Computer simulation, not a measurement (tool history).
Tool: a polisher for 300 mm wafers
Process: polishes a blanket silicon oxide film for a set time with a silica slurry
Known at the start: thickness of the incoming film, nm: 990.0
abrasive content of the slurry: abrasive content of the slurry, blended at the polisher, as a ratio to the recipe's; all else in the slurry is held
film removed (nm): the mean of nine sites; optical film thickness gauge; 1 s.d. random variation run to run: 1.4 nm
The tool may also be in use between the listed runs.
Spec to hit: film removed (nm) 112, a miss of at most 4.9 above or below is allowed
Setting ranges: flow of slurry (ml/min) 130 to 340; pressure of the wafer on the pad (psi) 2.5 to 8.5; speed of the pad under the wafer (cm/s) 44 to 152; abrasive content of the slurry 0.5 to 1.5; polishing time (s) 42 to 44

| run | day | flow of slurry (ml/min) | pressure of the wafer on the pad (psi) | speed of the pad under the wafer (cm/s) | abrasive content of the slurry | polishing time (s) | film removed (nm) |
|---|---|---|---|---|---|---|---|
| 1 | 0 | 220 | 5.5 | 98 | 1 | 42 | 144.46 |
| 2 | 0.079 | 220 | 6.5 | 98 | 1 | 42 | 164.42 |
| 3 | 0.288 | 220 | 6.5 | 98 | 0.8 | 42 | 153.71 |
| 4 | 0.562 | 220 | 7.7 | 98 | 0.8 | 42 | 175.55 |
| 5 | 0.846 | 220 | 6.8 | 96 | 0.8 | 42 | 156.08 |
| 6 | 1.1 | 180 | 6.8 | 96 | 0.8 | 42 | 151.22 |
| 7 | 1.421 | 180 | 6.2 | 94 | 0.8 | 42 | 136.23 |
| 8 | 1.662 | 180 | 5.8 | 94 | 0.8 | 42 | 130.86 |
| 9 | 2.025 | 180 | 4.7 | 92 | 0.8 | 42 | 103.88 |
| 10 | 2.267 | 180 | 4.8 | 92 | 0.8 | 42 | 105.28 |

Which of these 5 next moves meets every target?
| A | 2.508 | 235 | 4.4 | 92 | 1.05 | 42 | ? |
| B | 2.508 | 170 | 4.4 | 96 | 0.85 | 42 | ? |
| C | 2.508 | 225 | 4.9 | 80 | 0.75 | 44 | ? |
| D | 2.508 | 185 | 4.8 | 86 | 0.7 | 43 | ? |
| E | 2.508 | 150 | 4.6 | 80 | 0.9 | 44 | ? |

| move | film removed (nm) |
|---|---|
| A | 111.74 |
| B | 102.01 |
| C | 100.12 |
| D | 96.3 |
| E | 97.412 |
A: each result inside its tolerance
B: misses by more than the last run did
C: misses by more than the last run did
D: misses by more than the last run did
E: misses by more than the last run did
Correct choice: A, which meets every target
